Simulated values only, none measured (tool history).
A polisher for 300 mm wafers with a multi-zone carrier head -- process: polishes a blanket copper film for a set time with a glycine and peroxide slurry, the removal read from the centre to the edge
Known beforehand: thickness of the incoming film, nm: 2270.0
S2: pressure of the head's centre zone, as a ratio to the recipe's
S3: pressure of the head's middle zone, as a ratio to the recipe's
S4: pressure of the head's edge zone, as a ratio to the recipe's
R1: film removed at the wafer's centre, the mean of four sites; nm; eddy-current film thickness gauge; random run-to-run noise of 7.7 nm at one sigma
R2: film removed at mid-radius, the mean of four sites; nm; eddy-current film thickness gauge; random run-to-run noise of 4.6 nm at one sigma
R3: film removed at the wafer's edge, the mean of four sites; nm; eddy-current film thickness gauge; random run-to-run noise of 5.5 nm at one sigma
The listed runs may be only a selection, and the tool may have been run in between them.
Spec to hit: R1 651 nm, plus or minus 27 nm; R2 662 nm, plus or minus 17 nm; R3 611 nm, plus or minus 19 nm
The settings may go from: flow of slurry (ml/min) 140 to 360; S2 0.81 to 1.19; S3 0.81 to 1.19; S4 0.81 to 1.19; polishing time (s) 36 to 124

run 1 hour=0 | flow_of_slurry_(ml/min)=230 S2=1 S3=1 S4=1 polishing_time_(s)=79 | R1=526.75 R2=552.37 R3=547.31
run 2 hour=8.3 | flow_of_slurry_(ml/min)=245 S2=1.03 S3=1.03 S4=1.02 polishing_time_(s)=80 | R1=553.16 R2=580.45 R3=565.65
run 3 hour=12.3 | flow_of_slurry_(ml/min)=260 S2=1.06 S3=1.05 S4=1.03 polishing_time_(s)=81 | R1=585.31 R2=609.85 R3=574.48
run 4 hour=20 | flow_of_slurry_(ml/min)=275 S2=1.08 S3=1.06 S4=1.05 polishing_time_(s)=81 | R1=610.6 R2=612.37 R3=592.11
run 5 hour=24.4 | flow_of_slurry_(ml/min)=275 S2=1.08 S3=1.15 S4=1.05 polishing_time_(s)=81 | R1=600.71 R2=658.36 R3=591.19
run 6 hour=27.7 | flow_of_slurry_(ml/min)=275 S2=1.08 S3=1.15 S4=1.1 polishing_time_(s)=81 | R1=606.18 R2=654.26 R3=591.9
run 7 hour=36.3 | flow_of_slurry_(ml/min)=285 S2=1.09 S3=1.15 S4=1.11 polishing_time_(s)=81 | R1=620.02 R2=654.08 R3=598.86
run 8 hour=38.2 | flow_of_slurry_(ml/min)=290 S2=1.1 S3=1.15 S4=1.11 polishing_time_(s)=81 | R1=606.7 R2=648.2 R3=597.69
run 9 hour=39.5 | flow_of_slurry_(ml/min)=290 S2=1.1 S3=1.15 S4=1.11 polishing_time_(s)=81 | R1=598.73 R2=653.88 R3=605.82

Exercise: of the 4 proposed moves below, exactly one satisfies all targets within the stated allowed misses. Which move is it?
run A hour=40.8 | flow_of_slurry_(ml/min)=235 S2=1.14 S3=1.13 S4=1.08 polishing_time_(s)=85 | R1=? R2=? R3=?
run B hour=40.8 | flow_of_slurry_(ml/min)=310 S2=0.94 S3=1.19 S4=1.19 polishing_time_(s)=78 | R1=? R2=? R3=?
run C hour=40.8 | flow_of_slurry_(ml/min)=360 S2=0.91 S3=1.19 S4=1.19 polishing_time_(s)=76 | R1=? R2=? R3=?
run D hour=40.8 | flow_of_slurry_(ml/min)=360 S2=1 S3=1.19 S4=1.18 polishing_time_(s)=79 | R1=? R2=? R3=?

move=A R1=652 R2=659.99 R3=609.95
move=B R1=529.12 R2=652.49 R3=601.76
move=C R1=509.79 R2=644.37 R3=592.37
move=D R1=571.61 R2=669.56 R3=613.04
A: every result lands within tolerance
B: the biggest miss grows against the last run
C: the biggest miss grows against the last run
D: the biggest miss grows against the last run
Move A is the one to make.
